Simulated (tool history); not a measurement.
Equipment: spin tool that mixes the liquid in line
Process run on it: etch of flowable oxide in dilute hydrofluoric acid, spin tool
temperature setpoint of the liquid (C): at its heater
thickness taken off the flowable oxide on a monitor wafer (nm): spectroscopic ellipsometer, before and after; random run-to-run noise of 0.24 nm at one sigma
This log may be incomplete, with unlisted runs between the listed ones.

run	hour	temperature setpoint of the liquid (C)	parts of water to one part of 49 % hydrofluoric acid (parts by volume)	time under the liquid (s)	thickness taken off the flowable oxide on a monitor wafer (nm)
1	0	22	50	15	15.522
2	6.8	22	60	15	12.583
3	13.9	24.5	60	15	14.012
4	17.3	24.5	60	15	13.973
# hour 24.7: thermometer replaced
5	24.7	23	60	15	13.849
6	33.1	25	45	15	20.03
7	36.2	26.5	40	15	24.88
8	42.4	27.5	40	15	25.659

Estimate the outcome of run 9 from the log above:
9	45.4	28.5	40	15	?

{"run 9": {"thickness taken off the flowable oxide on a monitor wafer (nm)": 26.617}}
